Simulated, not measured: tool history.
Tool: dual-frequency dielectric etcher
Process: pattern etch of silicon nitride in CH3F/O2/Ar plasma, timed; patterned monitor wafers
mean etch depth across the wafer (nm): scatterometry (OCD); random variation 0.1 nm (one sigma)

run,day,source power (W),bias power (W),etch time (s),mean etch depth across the wafer (nm)
1,0,300,78,54,33.519
2,0.325,300,84,54,34.165
3,0.571,270,83,54,32.951
4,0.671,270,83,56.5,34.306
5,0.983,270,83,54,32.576
6,1.1,270,83,56.5,34.232

The next listed run, before its measurement:
7,1.417,250,83,56.5,?

mean etch depth across the wafer (nm): 33.38
